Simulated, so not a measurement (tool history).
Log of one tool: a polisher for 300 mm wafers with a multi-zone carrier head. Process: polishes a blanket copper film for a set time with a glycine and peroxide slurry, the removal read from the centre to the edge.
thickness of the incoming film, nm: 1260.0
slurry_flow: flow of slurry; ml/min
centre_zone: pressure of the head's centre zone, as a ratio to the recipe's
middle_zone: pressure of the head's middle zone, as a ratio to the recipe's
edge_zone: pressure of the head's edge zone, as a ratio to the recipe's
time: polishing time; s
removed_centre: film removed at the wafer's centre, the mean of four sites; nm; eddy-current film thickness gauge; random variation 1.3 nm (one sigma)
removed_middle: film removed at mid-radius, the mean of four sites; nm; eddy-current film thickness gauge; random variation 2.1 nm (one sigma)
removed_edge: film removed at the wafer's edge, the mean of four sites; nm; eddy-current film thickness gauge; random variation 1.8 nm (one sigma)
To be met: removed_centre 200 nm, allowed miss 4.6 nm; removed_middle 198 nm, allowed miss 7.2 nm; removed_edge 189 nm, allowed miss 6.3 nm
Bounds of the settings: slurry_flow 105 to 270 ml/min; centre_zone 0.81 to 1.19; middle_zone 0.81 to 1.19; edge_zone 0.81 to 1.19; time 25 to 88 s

run  hour  slurry_flow  centre_zone  middle_zone  edge_zone  time  removed_centre  removed_middle  removed_edge
  1     0          175            1            1          1    56          361.09          372.68        364.97
  2   6.6          175            1            1       1.03    56           361.8          370.09        373.77
  3   7.1          175         0.95            1       1.03    56          354.54          373.45         378.3
  4  13.5          175         0.95            1       1.03    65          409.74          434.28        433.42
  5  14.9          155         0.97         0.98       0.96    53          328.79          345.35        337.18
  6  17.3          145         0.99         0.96       0.92    45          277.47          286.41        287.07
  7    25          145         0.99         0.96       0.92    45          280.21          282.13        286.84
  8  26.8          140         1.01         0.97       0.89    39          243.75             251         242.7
  9  28.8          135         1.02         0.96       0.87    36          227.06          225.65        218.86
 10  34.2          130         1.02         0.96       0.85    35          217.78          214.75        209.79
 11  36.3          125         1.02         0.96       0.84    34          210.66          209.46        204.86
 12  40.8          120         1.03         0.97       0.83    34             209          205.52         199.7
     43.5  -- centre zone pressure recalibrated
 13  43.5          115         1.03         0.98       0.82    34          221.48          207.84        199.03
 14    51          120         1.02         0.98       0.82    33          213.17          204.55        195.09
 15  59.8          120         1.02         0.98       0.82    33          211.99           203.7        192.26
 16  68.6          120         1.02         0.98       0.82    33          209.58          203.83        191.07
 17  69.7          115         1.01         0.97       0.82    33          206.62          203.68         190.5

Which of these 5 next moves meets every target?
  A  70.8          110         1.04         0.99       0.86    33               ?               ?             ?
  B  70.8          105         1.06         1.04       0.81    33               ?               ?             ?
  C  70.8          140            1         0.88       0.82    33               ?               ?             ?
  D  70.8          110         1.01         0.97       0.83    33               ?               ?             ?
  E  70.8          105         1.03         1.04        0.9    32               ?               ?             ?

move  removed_centre  removed_middle  removed_edge
   A          212.81           204.7        196.33
   B           213.8          209.16        190.01
   C          216.38           198.9        197.96
   D          208.34          202.26        193.29
   E          203.04          202.82        193.15
A: further off than the last run
B: further off than the last run
C: further off than the last run
D: further off than the last run
E: meets every target
The right move is E.
